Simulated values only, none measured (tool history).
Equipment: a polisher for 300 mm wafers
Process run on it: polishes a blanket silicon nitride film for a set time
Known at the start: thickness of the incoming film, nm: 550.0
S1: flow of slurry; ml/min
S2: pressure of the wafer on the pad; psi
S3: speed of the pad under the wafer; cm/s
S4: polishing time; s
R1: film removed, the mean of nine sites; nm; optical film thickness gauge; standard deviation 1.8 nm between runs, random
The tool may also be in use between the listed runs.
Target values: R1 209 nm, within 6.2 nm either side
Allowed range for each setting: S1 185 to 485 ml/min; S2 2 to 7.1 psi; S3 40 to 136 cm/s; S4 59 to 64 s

run,hour,S1,S2,S3,S4,R1
1,0,310,4.5,88,64,136.95
2,5.5,340,4.5,88,64,140.16
3,8.2,350,4.7,88,64,145.96
4,14.7,390,4.7,88,64,147.76
5,23.6,390,4.9,88,64,151.05
6,29.5,390,5.2,88,64,161.89
7,37.6,390,5.4,88,64,168.04
8,43.9,390,5.4,88,64,166.98
9,46.6,390,5.6,88,64,172.22
10,47.9,390,5.8,88,64,179.33
11,55.6,390,5.9,88,64,183.01
12,60.7,390,6,88,64,186.84
13,69.4,390,6.1,88,64,188.7

Pick the move, out of 5, that brings all results within their allowed miss; only one does.
A,78.1,430,6.4,102,64,?
B,78.1,330,5.7,90,59,?
C,78.1,420,6.4,94,64,?
D,78.1,365,6.3,86,64,?
E,78.1,425,4.7,110,64,?

move,R1
A,221.63
B,161.72
C,207.28
D,188.14
E,174.09
A: pushes the last run's worst result past its target
B: lands further from the targets than the last run did
C: all results in spec
D: no nearer and no further than the last run
E: lands further from the targets than the last run did
Move C is the one to make.

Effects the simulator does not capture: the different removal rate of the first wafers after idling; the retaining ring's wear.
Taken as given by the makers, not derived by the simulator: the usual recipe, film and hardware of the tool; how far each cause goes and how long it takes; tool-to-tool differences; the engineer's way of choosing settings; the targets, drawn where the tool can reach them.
